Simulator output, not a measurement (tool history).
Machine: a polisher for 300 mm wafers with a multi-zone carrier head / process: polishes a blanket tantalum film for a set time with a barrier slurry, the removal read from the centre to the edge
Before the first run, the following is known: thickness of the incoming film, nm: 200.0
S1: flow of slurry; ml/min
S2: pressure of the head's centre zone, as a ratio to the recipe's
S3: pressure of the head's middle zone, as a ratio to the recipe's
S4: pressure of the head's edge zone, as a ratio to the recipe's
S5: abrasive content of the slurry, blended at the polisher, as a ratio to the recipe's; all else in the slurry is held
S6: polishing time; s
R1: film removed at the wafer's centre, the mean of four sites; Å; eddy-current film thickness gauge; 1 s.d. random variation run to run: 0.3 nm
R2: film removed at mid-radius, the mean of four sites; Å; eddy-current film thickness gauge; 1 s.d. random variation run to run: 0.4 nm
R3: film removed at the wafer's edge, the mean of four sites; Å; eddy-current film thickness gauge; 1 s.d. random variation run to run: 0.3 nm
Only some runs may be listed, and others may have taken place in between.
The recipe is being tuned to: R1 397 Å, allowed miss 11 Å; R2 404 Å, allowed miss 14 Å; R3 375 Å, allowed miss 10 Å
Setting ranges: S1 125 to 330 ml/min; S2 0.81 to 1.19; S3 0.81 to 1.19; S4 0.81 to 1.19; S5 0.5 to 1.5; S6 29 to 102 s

run 1 hour=0 | S1=210 S2=1 S3=1 S4=1 S5=1 S6=65 | R1=771.22 R2=780.33 R3=755.19
run 2 hour=1.5 | S1=210 S2=1.05 S3=1 S4=1 S5=1 S6=65 | R1=816.89 R2=786.55 R3=762.43
run 3 hour=9.8 | S1=210 S2=1.03 S3=0.99 S4=0.97 S5=0.9 S6=60 | R1=714.12 R2=693.64 R3=672.53
run 4 hour=17.3 | S1=210 S2=1.03 S3=0.99 S4=0.97 S5=0.9 S6=71 | R1=845.82 R2=825.64 R3=786.12
run 5 hour=22 | S1=205 S2=1.02 S3=0.99 S4=0.95 S5=0.85 S6=65 | R1=744.42 R2=748.06 R3=706.03
run 6 hour=23.7 | S1=205 S2=1.02 S3=0.99 S4=1.01 S5=0.85 S6=65 | R1=743.28 R2=742.41 R3=724.8
run 7 hour=26.6 | S1=210 S2=1.02 S3=0.99 S4=0.98 S5=0.8 S6=59 | R1=661.1 R2=657.12 R3=641.67
run 8 hour=30.1 | S1=210 S2=1.02 S3=0.99 S4=0.96 S5=0.75 S6=55 | R1=619.31 R2=604.77 R3=574.55
run 9 hour=36.9 | S1=215 S2=1 S3=0.98 S4=0.94 S5=0.7 S6=52 | R1=559.27 R2=559.3 R3=532.16
run 10 hour=45 | S1=220 S2=0.99 S3=0.97 S4=0.92 S5=0.65 S6=50 | R1=519.68 R2=517.63 R3=497.65
run 11 hour=45.5 | S1=220 S2=0.98 S3=0.97 S4=0.9 S5=0.6 S6=48 | R1=482.48 R2=484.67 R3=455.25
run 12 hour=52 | S1=220 S2=0.97 S3=0.96 S4=0.89 S5=0.6 S6=47 | R1=463.93 R2=473.25 R3=447.89
run 13 hour=57.4 | S1=220 S2=0.97 S3=0.96 S4=0.88 S5=0.6 S6=46 | R1=449.95 R2=462.61 R3=439.09
run 14 hour=62.9 | S1=220 S2=0.97 S3=0.96 S4=0.87 S5=0.6 S6=45 | R1=449.93 R2=445.43 R3=425.88
run 15 hour=68.3 | S1=215 S2=0.97 S3=0.96 S4=0.86 S5=0.6 S6=45 | R1=445.98 R2=453.83 R3=417.17
run 16 hour=75.6 | S1=205 S2=0.96 S3=0.95 S4=0.85 S5=0.6 S6=45 | R1=435.75 R2=445.02 R3=409.52
run 17 hour=79.9 | S1=195 S2=0.95 S3=0.94 S4=0.84 S5=0.6 S6=45 | R1=422.1 R2=444.18 R3=411.74
run 18 hour=82.8 | S1=195 S2=0.96 S3=0.93 S4=0.82 S5=0.55 S6=44 | R1=408.69 R2=421.93 R3=381.9
run 19 hour=85.5 | S1=195 S2=0.96 S3=0.92 S4=0.82 S5=0.55 S6=44 | R1=408.22 R2=417.94 R3=383.95
run 20 hour=94.1 | S1=195 S2=0.96 S3=0.91 S4=0.82 S5=0.55 S6=44 | R1=412.21 R2=404.39 R3=384.39
run 21 hour=99.8 | S1=190 S2=0.96 S3=0.91 S4=0.82 S5=0.55 S6=44 | R1=406.08 R2=412.4 R3=386.96

Exercise: of the 4 proposed moves below, exactly one satisfies all targets within the stated allowed misses. Which move is it?
run A hour=105.5 | S1=180 S2=0.98 S3=0.98 S4=0.84 S5=0.5 S6=44 | R1=? R2=? R3=?
run B hour=105.5 | S1=180 S2=0.95 S3=0.88 S4=0.9 S5=0.55 S6=45 | R1=? R2=? R3=?
run C hour=105.5 | S1=155 S2=0.99 S3=1.07 S4=0.81 S5=0.95 S6=36 | R1=? R2=? R3=?
run D hour=105.5 | S1=200 S2=0.92 S3=0.92 S4=0.9 S5=0.6 S6=43 | R1=? R2=? R3=?

move=A R1=400.77 R2=411.11 R3=377.01
move=B R1=411.28 R2=404 R3=412.55
move=C R1=398.18 R2=431.77 R3=367.8
move=D R1=399.28 R2=416.99 R3=411.02
A: every result lands within tolerance
B: the biggest miss grows against the last run
C: meets the target for the result that was furthest off, but another lies outside its allowed miss
D: the biggest miss grows against the last run
So the answer is move A, the one that meets all the targets.
